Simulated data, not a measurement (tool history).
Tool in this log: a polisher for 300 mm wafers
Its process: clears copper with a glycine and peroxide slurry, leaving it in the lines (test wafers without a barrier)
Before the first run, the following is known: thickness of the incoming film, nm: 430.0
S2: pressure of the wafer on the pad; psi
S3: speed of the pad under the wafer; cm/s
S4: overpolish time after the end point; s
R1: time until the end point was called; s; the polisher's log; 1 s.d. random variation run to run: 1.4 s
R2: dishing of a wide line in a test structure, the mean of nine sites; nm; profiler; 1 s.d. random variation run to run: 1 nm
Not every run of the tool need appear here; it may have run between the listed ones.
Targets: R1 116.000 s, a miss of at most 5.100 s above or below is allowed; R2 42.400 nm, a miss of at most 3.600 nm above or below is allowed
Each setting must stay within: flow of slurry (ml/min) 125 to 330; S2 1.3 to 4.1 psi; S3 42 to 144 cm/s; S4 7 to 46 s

run 1 hour=0.0 | flow_of_slurry_(ml/min)=210 S2=2.7 S3=92 S4=24 | R1=92.885 R2=63.404
run 2 hour=8.1 | flow_of_slurry_(ml/min)=210 S2=2.7 S3=92 S4=18 | R1=91.968 R2=54.998
run 3 hour=16.7 | flow_of_slurry_(ml/min)=175 S2=2.7 S3=92 S4=18 | R1=93.266 R2=51.592
run 4 hour=24.9 | flow_of_slurry_(ml/min)=175 S2=2.6 S3=92 S4=18 | R1=96.245 R2=48.324
run 5 hour=30.3 | flow_of_slurry_(ml/min)=175 S2=2.6 S3=92 S4=23 | R1=94.626 R2=62.620
run 6 hour=36.5 | flow_of_slurry_(ml/min)=175 S2=3.2 S3=92 S4=23 | R1=80.391 R2=69.140
run 7 hour=44.3 | flow_of_slurry_(ml/min)=175 S2=3.2 S3=92 S4=23 | R1=80.231 R2=67.208
run 8 hour=47.0 | flow_of_slurry_(ml/min)=175 S2=3.0 S3=90 S4=22 | R1=85.865 R2=63.379
run 9 hour=48.8 | flow_of_slurry_(ml/min)=175 S2=2.3 S3=84 S4=14 | R1=112.540 R2=34.931
run 10 hour=53.1 | flow_of_slurry_(ml/min)=170 S2=2.2 S3=82 S4=21 | R1=119.640 R2=48.476

Next run, 4 choices. One meets every target within its allowed miss, the rest don't. Which?
run A hour=57.4 | flow_of_slurry_(ml/min)=155 S2=1.9 S3=92 S4=24 | R1=? R2=?
run B hour=57.4 | flow_of_slurry_(ml/min)=170 S2=1.9 S3=86 S4=20 | R1=? R2=?
run C hour=57.4 | flow_of_slurry_(ml/min)=145 S2=2.0 S3=90 S4=26 | R1=? R2=?
run D hour=57.4 | flow_of_slurry_(ml/min)=125 S2=2.3 S3=86 S4=18 | R1=? R2=?

move=A R1=124.210 R2=50.843
move=B R1=129.400 R2=42.308
move=C R1=122.320 R2=55.066
move=D R1=115.570 R2=42.790
A: misses by more than the last run did
B: corrects the largest miss of the last run, while another result sits out of spec
C: misses by more than the last run did
D: each result inside its tolerance
The move that meets every target is D.

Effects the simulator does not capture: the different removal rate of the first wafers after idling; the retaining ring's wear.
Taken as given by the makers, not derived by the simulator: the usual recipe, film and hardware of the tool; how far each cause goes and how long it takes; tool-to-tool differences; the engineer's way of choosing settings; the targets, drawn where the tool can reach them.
